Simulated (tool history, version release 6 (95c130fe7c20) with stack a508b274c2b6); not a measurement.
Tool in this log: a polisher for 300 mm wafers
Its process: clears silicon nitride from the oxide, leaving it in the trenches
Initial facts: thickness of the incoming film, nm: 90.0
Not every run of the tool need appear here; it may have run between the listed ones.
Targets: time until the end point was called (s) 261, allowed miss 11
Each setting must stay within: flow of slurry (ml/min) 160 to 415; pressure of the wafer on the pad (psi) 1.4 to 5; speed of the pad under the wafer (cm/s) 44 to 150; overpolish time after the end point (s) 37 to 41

run,hour,flow of slurry (ml/min),pressure of the wafer on the pad (psi),speed of the pad under the wafer (cm/s),overpolish time after the end point (s),time until the end point was called (s)
1,0,265,3.2,96,37,121.46
2,7.1,265,3.2,96,41,121.81
3,15.5,265,2.8,92,41,146.12
4,17.9,265,2.5,90,41,166.25
5,21.1,265,2.3,88,41,184.02
6,27.9,265,2.3,110,41,149.36
# hour 35.4: worn pad replaced by a new one
7,35.4,265,2.1,104,41,154.08
8,41.8,265,1.9,98,41,185.97
9,47.6,265,1.8,94,41,198.1
10,50,265,1.7,90,41,215.62
11,51.6,260,1.4,80,41,301.19
12,54.6,275,1.4,80,41,293.94
13,60.6,275,1.5,80,41,273.43
14,68,280,1.5,80,41,268.47
15,72.4,285,1.5,80,41,269.76

Which one of the following 4 next-run settings gets every result inside its allowed miss? There is exactly one.
A,76.8,280,1.7,68,41,?
B,76.8,290,1.6,80,40,?
C,76.8,370,1.4,82,41,?
D,76.8,385,1.6,70,40,?

move,time until the end point was called (s)
A,287.3
B,259.56
C,282.68
D,289.71
A: its largest miss is bigger than the last run's
B: in spec on every target
C: its largest miss is bigger than the last run's
D: its largest miss is bigger than the last run's
B meets every target.
